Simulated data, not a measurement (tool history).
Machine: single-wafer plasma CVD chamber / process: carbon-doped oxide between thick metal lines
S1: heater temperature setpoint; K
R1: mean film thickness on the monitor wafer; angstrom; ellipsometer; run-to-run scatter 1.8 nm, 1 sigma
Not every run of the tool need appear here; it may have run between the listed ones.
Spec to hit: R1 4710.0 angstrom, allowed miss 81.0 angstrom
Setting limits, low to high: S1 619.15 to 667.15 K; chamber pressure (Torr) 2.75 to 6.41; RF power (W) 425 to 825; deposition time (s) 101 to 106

run 1 hour=0.0 | S1=643.15 chamber_pressure_(Torr)=4.58 RF_power_(W)=625 deposition_time_(s)=106 | R1=5424.0
run 2 hour=9.0 | S1=644.15 chamber_pressure_(Torr)=4.39 RF_power_(W)=615 deposition_time_(s)=106 | R1=5353.2
run 3 hour=9.9 | S1=645.15 chamber_pressure_(Torr)=4.27 RF_power_(W)=600 deposition_time_(s)=106 | R1=5243.8
run 4 hour=13.2 | S1=646.15 chamber_pressure_(Torr)=4.14 RF_power_(W)=590 deposition_time_(s)=106 | R1=5185.5
run 5 hour=18.0 | S1=646.15 chamber_pressure_(Torr)=4.14 RF_power_(W)=590 deposition_time_(s)=106 | R1=5173.0
run 6 hour=22.8 | S1=647.15 chamber_pressure_(Torr)=4.03 RF_power_(W)=580 deposition_time_(s)=106 | R1=5152.7
run 7 hour=31.3 | S1=647.15 chamber_pressure_(Torr)=4.02 RF_power_(W)=565 deposition_time_(s)=106 | R1=5125.8
run 8 hour=39.7 | S1=647.15 chamber_pressure_(Torr)=3.95 RF_power_(W)=550 deposition_time_(s)=106 | R1=5016.7
run 9 hour=47.9 | S1=647.15 chamber_pressure_(Torr)=3.95 RF_power_(W)=550 deposition_time_(s)=106 | R1=5002.3
run 10 hour=48.6 | S1=647.15 chamber_pressure_(Torr)=3.90 RF_power_(W)=540 deposition_time_(s)=106 | R1=5002.8
run 11 hour=51.9 | S1=648.15 chamber_pressure_(Torr)=3.83 RF_power_(W)=530 deposition_time_(s)=106 | R1=4955.5
run 12 hour=56.0 | S1=648.15 chamber_pressure_(Torr)=3.78 RF_power_(W)=520 deposition_time_(s)=106 | R1=4901.0
run 13 hour=57.7 | S1=648.15 chamber_pressure_(Torr)=3.73 RF_power_(W)=515 deposition_time_(s)=106 | R1=4831.1

Pick the move, out of 4, that brings all results within their allowed miss; only one does.
run A hour=59.4 | S1=627.15 chamber_pressure_(Torr)=3.63 RF_power_(W)=435 deposition_time_(s)=104 | R1=?
run B hour=59.4 | S1=648.15 chamber_pressure_(Torr)=4.10 RF_power_(W)=515 deposition_time_(s)=106 | R1=?
run C hour=59.4 | S1=643.15 chamber_pressure_(Torr)=3.90 RF_power_(W)=535 deposition_time_(s)=106 | R1=?
run D hour=59.4 | S1=648.15 chamber_pressure_(Torr)=4.34 RF_power_(W)=525 deposition_time_(s)=104 | R1=?

move=A R1=4744.1
move=B R1=4934.9
move=C R1=5013.3
move=D R1=4920.5
A: meets every target
B: its largest miss is bigger than the last run's
C: its largest miss is bigger than the last run's
D: its largest miss is bigger than the last run's
Answer: A
